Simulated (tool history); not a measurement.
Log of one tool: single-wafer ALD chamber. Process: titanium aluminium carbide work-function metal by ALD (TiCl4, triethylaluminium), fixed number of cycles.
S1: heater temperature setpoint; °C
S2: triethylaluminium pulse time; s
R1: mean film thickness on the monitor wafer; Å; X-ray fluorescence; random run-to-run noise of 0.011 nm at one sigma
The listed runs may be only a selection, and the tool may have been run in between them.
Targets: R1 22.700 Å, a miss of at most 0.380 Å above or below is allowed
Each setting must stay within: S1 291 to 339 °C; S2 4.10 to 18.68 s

{"run": 1, "hour": 0.0, "S1": 315, "S2": 11.39, "R1": 21.083}
{"run": 2, "hour": 5.1, "S1": 305, "S2": 11.39, "R1": 19.982}
{"run": 3, "hour": 13.3, "S1": 307, "S2": 11.62, "R1": 20.277}
{"run": 4, "hour": 21.5, "S1": 309, "S2": 11.84, "R1": 20.5}
{"run": 5, "hour": 23.8, "S1": 311, "S2": 12.03, "R1": 20.881}
{"run": 6, "hour": 31.5, "S1": 312, "S2": 12.14, "R1": 20.789}
{"run": 7, "hour": 35.5, "S1": 314, "S2": 12.31, "R1": 21.195}
{"run": 8, "hour": 44.5, "S1": 315, "S2": 12.42, "R1": 21.26}
{"run": 9, "hour": 49.4, "S1": 316, "S2": 12.54, "R1": 21.404}
{"run": 10, "hour": 56.1, "S1": 317, "S2": 12.65, "R1": 21.311}
{"run": 11, "hour": 62.9, "S1": 319, "S2": 12.79, "R1": 21.709}
{"run": 12, "hour": 63.6, "S1": 320, "S2": 12.88, "R1": 21.996}

Of the 4 settings listed for the next run, only one would bring every result within its allowed miss of target. Which one?
{"run": "A", "hour": 64.3, "S1": 334, "S2": 15.0, "R1": "?"}
{"run": "B", "hour": 64.3, "S1": 339, "S2": 12.13, "R1": "?"}
{"run": "C", "hour": 64.3, "S1": 314, "S2": 18.23, "R1": "?"}
{"run": "D", "hour": 64.3, "S1": 326, "S2": 16.89, "R1": "?"}

move=A R1=23.312
move=B R1=23.588
move=C R1=21.363
move=D R1=22.557
A: the result that was furthest off in the last run now lies on the other side of its target
B: the result that was furthest off in the last run now lies on the other side of its target
C: further off than the last run
D: every result lands within tolerance
The right move is D.
